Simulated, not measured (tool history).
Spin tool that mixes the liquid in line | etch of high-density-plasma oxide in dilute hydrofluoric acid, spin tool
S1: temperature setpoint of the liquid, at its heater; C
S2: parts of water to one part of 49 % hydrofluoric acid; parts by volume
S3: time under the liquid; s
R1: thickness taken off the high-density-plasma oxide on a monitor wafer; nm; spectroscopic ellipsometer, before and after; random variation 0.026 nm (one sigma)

{"run": 1, "hour": 0.0, "S1": 26, "S2": 220, "S3": 265, "R1": 6.1125}
{"run": 2, "hour": 3.3, "S1": 26, "S2": 220, "S3": 265, "R1": 6.1133}
{"run": 3, "hour": 4.5, "S1": 26, "S2": 220, "S3": 290, "R1": 6.6756}
{"run": 4, "hour": 6.5, "S1": 25, "S2": 230, "S3": 290, "R1": 6.0956}
{"run": 5, "hour": 11.1, "S1": 24, "S2": 235, "S3": 290, "R1": 5.7347}
{"run": 6, "hour": 13.2, "S1": 23, "S2": 245, "S3": 290, "R1": 5.1949}
{"run": 7, "hour": 15.7, "S1": 22, "S2": 250, "S3": 290, "R1": 4.8967}

Forecast run 8:
{"run": 8, "hour": 22.5, "S1": 21.5, "S2": 255, "S3": 290, "R1": "?"}

{"run 8": {"R1": 4.6633}}

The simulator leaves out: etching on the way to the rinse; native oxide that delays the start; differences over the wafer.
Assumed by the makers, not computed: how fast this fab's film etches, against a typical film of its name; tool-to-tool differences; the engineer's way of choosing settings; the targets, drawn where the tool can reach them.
